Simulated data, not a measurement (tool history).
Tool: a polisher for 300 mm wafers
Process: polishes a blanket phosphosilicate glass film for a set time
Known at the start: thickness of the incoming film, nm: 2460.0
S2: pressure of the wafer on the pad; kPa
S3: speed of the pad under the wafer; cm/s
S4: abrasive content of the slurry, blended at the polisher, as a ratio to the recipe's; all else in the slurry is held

{"run": 1, "hour": 0.0, "flow of slurry (ml/min)": 305, "S2": 18.6, "S3": 92, "S4": 1, "polishing time (s)": 116, "film removed (Å)": 6759.9}
{"run": 2, "hour": 8.6, "flow of slurry (ml/min)": 340, "S2": 18.6, "S3": 92, "S4": 1, "polishing time (s)": 116, "film removed (Å)": 6960.4}
{"run": 3, "hour": 16.1, "flow of slurry (ml/min)": 380, "S2": 18.6, "S3": 92, "S4": 1, "polishing time (s)": 116, "film removed (Å)": 6910.4}
{"run": 4, "hour": 18.5, "flow of slurry (ml/min)": 380, "S2": 18.6, "S3": 82, "S4": 1, "polishing time (s)": 116, "film removed (Å)": 6468.7}
{"hour": 22.9, "done": "slurry nozzle cleaned"}
{"run": 5, "hour": 22.9, "flow of slurry (ml/min)": 380, "S2": 21.4, "S3": 84, "S4": 1, "polishing time (s)": 116, "film removed (Å)": 7694}
{"run": 6, "hour": 30.0, "flow of slurry (ml/min)": 380, "S2": 22.8, "S3": 86, "S4": 1, "polishing time (s)": 116, "film removed (Å)": 8380.3}
{"run": 7, "hour": 31.5, "flow of slurry (ml/min)": 380, "S2": 24.1, "S3": 86, "S4": 1, "polishing time (s)": 116, "film removed (Å)": 8944.8}

Run 8 comes next. What will it give?
{"run": 8, "hour": 34.8, "flow of slurry (ml/min)": 380, "S2": 24.8, "S3": 86, "S4": 1, "polishing time (s)": 116, "film removed (Å)": "?"}

Run 8 gave film removed (Å) 9128.1.
